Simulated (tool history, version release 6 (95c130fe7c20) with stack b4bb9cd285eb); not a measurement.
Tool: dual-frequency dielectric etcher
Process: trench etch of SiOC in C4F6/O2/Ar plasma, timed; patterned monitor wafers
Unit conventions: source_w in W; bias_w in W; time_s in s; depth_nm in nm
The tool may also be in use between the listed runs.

Run 1, day 0: source_w 470 W, bias_w 231 W, time_s 15 s. Result: depth_nm 35.329 nm.
Run 2, day 0.267: source_w 400 W, bias_w 231 W, time_s 15 s. Result: depth_nm 33.441 nm.
Run 3, day 0.567: source_w 480 W, bias_w 231 W, time_s 15 s. Result: depth_nm 35.663 nm.
Run 4, day 0.679: source_w 480 W, bias_w 245 W, time_s 15 s. Result: depth_nm 35.884 nm.
Run 5, day 0.896: source_w 520 W, bias_w 256 W, time_s 15 s. Result: depth_nm 37.312 nm.
Run 6, day 0.962: source_w 450 W, bias_w 256 W, time_s 15 s. Result: depth_nm 35.559 nm.
Run 7, day 1.212: source_w 550 W, bias_w 300 W, time_s 15 s. Result: depth_nm 39.844 nm.
Run 8, day 1.342: source_w 570 W, bias_w 303 W, time_s 15 s. Result: depth_nm 40.586 nm.

Estimate the outcome of run 9 from the log above:
Run 9, day 1.512: source_w 580 W, bias_w 305 W, time_s 15 s. Result: depth_nm ?.

Run 9 yielded depth_nm 41.054 nm.
